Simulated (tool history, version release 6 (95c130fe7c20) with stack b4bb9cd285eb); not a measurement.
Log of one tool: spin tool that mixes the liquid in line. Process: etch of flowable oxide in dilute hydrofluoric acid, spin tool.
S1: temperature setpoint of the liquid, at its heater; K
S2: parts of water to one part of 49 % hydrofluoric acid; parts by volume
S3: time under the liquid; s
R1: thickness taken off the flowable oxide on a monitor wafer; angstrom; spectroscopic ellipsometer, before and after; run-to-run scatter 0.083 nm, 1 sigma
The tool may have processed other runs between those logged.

run    day      S1  S2  S3      R1
  1      0  299.15  65  15  128.84
  2  0.071  299.15  50  15  170.93
  3  0.092  299.15  35  15  250.39
  4  0.167  297.65  35  15  233.16
  5  0.471  297.65  35  15  235.71
  6  0.746  296.65  35  15  225.26
  7  0.817  292.65  35  15  190.07
  8  1.138  292.65  35  15  190.32

Run 9 is up next; what results do you expect?
  9  1.333  292.65  35  15   ?

{"run 9": {"R1": 189.14}}
